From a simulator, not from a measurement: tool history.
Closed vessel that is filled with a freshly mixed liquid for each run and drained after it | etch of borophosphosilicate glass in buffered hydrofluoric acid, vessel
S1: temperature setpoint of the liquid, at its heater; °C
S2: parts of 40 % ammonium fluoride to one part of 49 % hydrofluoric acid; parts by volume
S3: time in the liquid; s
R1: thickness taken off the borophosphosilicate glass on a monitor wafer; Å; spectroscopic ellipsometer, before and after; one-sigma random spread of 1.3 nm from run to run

Run 1, hour 0.0: S1 24.0 °C, S2 8 parts by volume, S3 105 s. Result: R1 4734.0 Å.
Run 2, hour 1.4: S1 21.5 °C, S2 8 parts by volume, S3 105 s. Result: R1 4179.1 Å.
Run 3, hour 7.8: S1 21.5 °C, S2 8 parts by volume, S3 110 s. Result: R1 4360.8 Å.
Run 4, hour 15.7: S1 20.0 °C, S2 8 parts by volume, S3 110 s. Result: R1 3995.2 Å.
Run 5, hour 21.7: S1 19.0 °C, S2 8 parts by volume, S3 110 s. Result: R1 3791.5 Å.
Run 6, hour 30.9: S1 18.5 °C, S2 8 parts by volume, S3 110 s. Result: R1 3689.9 Å.

Forecast run 7:
Run 7, hour 38.3: S1 18.0 °C, S2 8 parts by volume, S3 110 s. Result: R1 ?.

Run 7 measured R1 3580.7 Å.

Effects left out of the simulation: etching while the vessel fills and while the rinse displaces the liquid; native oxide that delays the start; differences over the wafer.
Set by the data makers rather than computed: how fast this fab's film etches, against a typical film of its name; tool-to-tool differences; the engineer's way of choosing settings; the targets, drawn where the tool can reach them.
